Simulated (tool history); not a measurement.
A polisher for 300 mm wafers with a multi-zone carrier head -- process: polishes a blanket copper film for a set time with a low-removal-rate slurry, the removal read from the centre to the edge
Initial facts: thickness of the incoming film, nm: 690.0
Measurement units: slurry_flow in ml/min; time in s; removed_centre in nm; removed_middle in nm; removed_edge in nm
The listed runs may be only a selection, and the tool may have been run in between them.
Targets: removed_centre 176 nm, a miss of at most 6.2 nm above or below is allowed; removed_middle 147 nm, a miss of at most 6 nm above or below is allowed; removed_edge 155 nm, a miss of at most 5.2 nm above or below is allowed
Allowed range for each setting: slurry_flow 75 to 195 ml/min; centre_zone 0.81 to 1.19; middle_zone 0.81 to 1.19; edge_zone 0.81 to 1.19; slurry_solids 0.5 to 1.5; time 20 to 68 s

{"run": 1, "hour": 0.0, "slurry_flow": 125, "centre_zone": 1, "middle_zone": 1, "edge_zone": 1, "slurry_solids": 1, "time": 44, "removed_centre": 138.77, "removed_middle": 132.47, "removed_edge": 128.19}
{"run": 2, "hour": 4.2, "slurry_flow": 125, "centre_zone": 1, "middle_zone": 1, "edge_zone": 1, "slurry_solids": 1, "time": 37, "removed_centre": 116.31, "removed_middle": 111.22, "removed_edge": 109.19}
{"run": 3, "hour": 9.5, "slurry_flow": 125, "centre_zone": 1, "middle_zone": 1.07, "edge_zone": 1, "slurry_solids": 1, "time": 37, "removed_centre": 113.82, "removed_middle": 117.6, "removed_edge": 109.12}
{"run": 4, "hour": 16.3, "slurry_flow": 130, "centre_zone": 1.02, "middle_zone": 1.06, "edge_zone": 1.03, "slurry_solids": 1.1, "time": 38, "removed_centre": 125.61, "removed_middle": 121.53, "removed_edge": 118.1}
{"run": 5, "hour": 19.0, "slurry_flow": 140, "centre_zone": 1.04, "middle_zone": 1.07, "edge_zone": 1.05, "slurry_solids": 1.15, "time": 38, "removed_centre": 131.96, "removed_middle": 124.15, "removed_edge": 119.26}
{"run": 6, "hour": 20.9, "slurry_flow": 140, "centre_zone": 1.04, "middle_zone": 1.07, "edge_zone": 1.05, "slurry_solids": 1, "time": 38, "removed_centre": 125.94, "removed_middle": 120.8, "removed_edge": 117.22}
{"run": 7, "hour": 29.2, "slurry_flow": 145, "centre_zone": 1.05, "middle_zone": 1.07, "edge_zone": 1.07, "slurry_solids": 1.1, "time": 39, "removed_centre": 133.06, "removed_middle": 129.9, "removed_edge": 123.01}
{"run": 8, "hour": 30.1, "slurry_flow": 160, "centre_zone": 1.14, "middle_zone": 0.97, "edge_zone": 1.17, "slurry_solids": 1.35, "time": 46, "removed_centre": 182.98, "removed_middle": 148.7, "removed_edge": 161.19}

Which of these 5 next moves meets every target?
{"run": "A", "hour": 31.0, "slurry_flow": 155, "centre_zone": 1.19, "middle_zone": 0.91, "edge_zone": 1.17, "slurry_solids": 1.35, "time": 48, "removed_centre": "?", "removed_middle": "?", "removed_edge": "?"}
{"run": "B", "hour": 31.0, "slurry_flow": 145, "centre_zone": 1.14, "middle_zone": 1.07, "edge_zone": 1.14, "slurry_solids": 1.3, "time": 46, "removed_centre": "?", "removed_middle": "?", "removed_edge": "?"}
{"run": "C", "hour": 31.0, "slurry_flow": 155, "centre_zone": 1.14, "middle_zone": 0.98, "edge_zone": 1.13, "slurry_solids": 1.15, "time": 47, "removed_centre": "?", "removed_middle": "?", "removed_edge": "?"}
{"run": "D", "hour": 31.0, "slurry_flow": 165, "centre_zone": 1.17, "middle_zone": 1.01, "edge_zone": 1.18, "slurry_solids": 1, "time": 51, "removed_centre": "?", "removed_middle": "?", "removed_edge": "?"}
{"run": "E", "hour": 31.0, "slurry_flow": 145, "centre_zone": 1.17, "middle_zone": 0.9, "edge_zone": 1.19, "slurry_solids": 1.3, "time": 48, "removed_centre": "?", "removed_middle": "?", "removed_edge": "?"}

move=A removed_centre=192.35 removed_middle=144.15 removed_edge=170.69
move=B removed_centre=173.76 removed_middle=155.1 removed_edge=158.27
move=C removed_centre=175 removed_middle=144.85 removed_edge=158.15
move=D removed_centre=190.66 removed_middle=157.94 removed_edge=171.37
move=E removed_centre=185.27 removed_middle=139.88 removed_edge=169.26
A: further off than the last run
B: corrects the largest miss of the last run, while another result sits out of spec
C: all results in spec
D: further off than the last run
E: further off than the last run
Correct choice: C, which meets every target
